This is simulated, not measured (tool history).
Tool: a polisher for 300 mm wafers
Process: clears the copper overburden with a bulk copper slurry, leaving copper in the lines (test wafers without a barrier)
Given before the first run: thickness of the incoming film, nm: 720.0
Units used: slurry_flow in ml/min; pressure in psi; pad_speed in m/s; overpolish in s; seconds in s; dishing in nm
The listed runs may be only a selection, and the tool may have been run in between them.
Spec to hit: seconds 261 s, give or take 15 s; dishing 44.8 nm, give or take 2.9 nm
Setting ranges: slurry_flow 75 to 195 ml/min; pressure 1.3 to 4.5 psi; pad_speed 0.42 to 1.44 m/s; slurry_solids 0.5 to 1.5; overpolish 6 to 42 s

Run 1, hour 0: slurry_flow 125 ml/min, pressure 2.9 psi, pad_speed 0.92 m/s, slurry_solids 1, overpolish 21 s. Result: seconds 76.723 s, dishing 65.114 nm.
Run 2, hour 7.4: slurry_flow 95 ml/min, pressure 2.9 psi, pad_speed 0.92 m/s, slurry_solids 1, overpolish 21 s. Result: seconds 81.918 s, dishing 62.259 nm.
Run 3, hour 11.7: slurry_flow 95 ml/min, pressure 2.9 psi, pad_speed 0.92 m/s, slurry_solids 1, overpolish 12 s. Result: seconds 80.679 s, dishing 48.664 nm.
Run 4, hour 20.4: slurry_flow 110 ml/min, pressure 2.9 psi, pad_speed 0.92 m/s, slurry_solids 1, overpolish 12 s. Result: seconds 79.233 s, dishing 48.879 nm.
Run 5, hour 23.5: slurry_flow 100 ml/min, pressure 2.4 psi, pad_speed 0.78 m/s, slurry_solids 0.95, overpolish 16 s. Result: seconds 112.48 s, dishing 46.75 nm.
Run 6, hour 28.8: slurry_flow 115 ml/min, pressure 2.4 psi, pad_speed 0.78 m/s, slurry_solids 0.95, overpolish 16 s. Result: seconds 112 s, dishing 47.312 nm.
Run 7, hour 33.5: slurry_flow 110 ml/min, pressure 2.1 psi, pad_speed 0.68 m/s, slurry_solids 0.9, overpolish 20 s. Result: seconds 146.08 s, dishing 44.572 nm.
Run 8, hour 42.3: slurry_flow 110 ml/min, pressure 1.9 psi, pad_speed 0.62 m/s, slurry_solids 0.9, overpolish 24 s. Result: seconds 170.71 s, dishing 44.473 nm.
Run 9, hour 47.1: slurry_flow 110 ml/min, pressure 1.7 psi, pad_speed 0.58 m/s, slurry_solids 0.9, overpolish 27 s. Result: seconds 202.89 s, dishing 42.793 nm.
Run 10, hour 52: slurry_flow 110 ml/min, pressure 1.6 psi, pad_speed 0.58 m/s, slurry_solids 0.9, overpolish 30 s. Result: seconds 219.2 s, dishing 45.333 nm.
Run 11, hour 59.6: slurry_flow 110 ml/min, pressure 1.5 psi, pad_speed 0.58 m/s, slurry_solids 0.9, overpolish 31 s. Result: seconds 243.03 s, dishing 42.982 nm.
Run 12, hour 66: slurry_flow 110 ml/min, pressure 1.5 psi, pad_speed 0.58 m/s, slurry_solids 0.9, overpolish 32 s. Result: seconds 234.26 s, dishing 42.175 nm.
Run 13, hour 73.4: slurry_flow 110 ml/min, pressure 1.5 psi, pad_speed 0.56 m/s, slurry_solids 0.9, overpolish 34 s. Result: seconds 247.33 s, dishing 44.365 nm.
Run 14, hour 74.7: slurry_flow 110 ml/min, pressure 1.5 psi, pad_speed 0.56 m/s, slurry_solids 0.9, overpolish 35 s. Result: seconds 245.73 s, dishing 45.052 nm.

Which of these 5 next moves meets every target?
Run A, hour 76: slurry_flow 110 ml/min, pressure 1.3 psi, pad_speed 0.6 m/s, slurry_solids 0.95, overpolish 39 s. Result: seconds ?, dishing ?.
Run B, hour 76: slurry_flow 115 ml/min, pressure 1.6 psi, pad_speed 0.6 m/s, slurry_solids 0.85, overpolish 33 s. Result: seconds ?, dishing ?.
Run C, hour 76: slurry_flow 95 ml/min, pressure 1.4 psi, pad_speed 0.62 m/s, slurry_solids 1.05, overpolish 32 s. Result: seconds ?, dishing ?.
Run D, hour 76: slurry_flow 100 ml/min, pressure 1.4 psi, pad_speed 0.64 m/s, slurry_solids 1, overpolish 36 s. Result: seconds ?, dishing ?.
Run E, hour 76: slurry_flow 125 ml/min, pressure 1.6 psi, pad_speed 0.52 m/s, slurry_solids 0.9, overpolish 30 s. Result: seconds ?, dishing ?.

move  seconds  dishing
   A   254.13   45.354
   B   211.37   47.192
   C   233.43   43.344
   D   225.71   46.728
   E    236.3     42.3
A: in spec on every target
B: the biggest miss grows against the last run
C: the biggest miss grows against the last run
D: the biggest miss grows against the last run
E: the biggest miss grows against the last run
The right move is A.

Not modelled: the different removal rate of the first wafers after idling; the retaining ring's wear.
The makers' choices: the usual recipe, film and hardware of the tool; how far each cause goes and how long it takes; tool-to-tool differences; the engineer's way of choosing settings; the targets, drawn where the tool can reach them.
